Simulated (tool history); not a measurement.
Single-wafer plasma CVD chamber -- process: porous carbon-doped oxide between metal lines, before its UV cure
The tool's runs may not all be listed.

| run | day | heater temperature setpoint (°C) | RF power (kW) | deposition time (s) | mean film thickness on the monitor wafer (Å) |
|---|---|---|---|---|---|
| 1 | 0 | 315 | 0.5 | 16.1 | 769.45 |
| 2 | 0.183 | 315 | 0.45 | 16.1 | 703.93 |
| 3 | 0.283 | 315 | 0.5 | 16.1 | 774.7 |
| 4 | 0.412 | 315 | 0.5 | 16.1 | 778.22 |
| 5 | 0.604 | 308 | 0.5 | 16.1 | 808.45 |
| 6 | 0.662 | 306 | 0.505 | 16.1 | 814.91 |

For run 7, what comes out?
| 7 | 0.971 | 304 | 0.51 | 16.1 | ? |

{"run 7": {"mean film thickness on the monitor wafer (Å)": 836.35}}

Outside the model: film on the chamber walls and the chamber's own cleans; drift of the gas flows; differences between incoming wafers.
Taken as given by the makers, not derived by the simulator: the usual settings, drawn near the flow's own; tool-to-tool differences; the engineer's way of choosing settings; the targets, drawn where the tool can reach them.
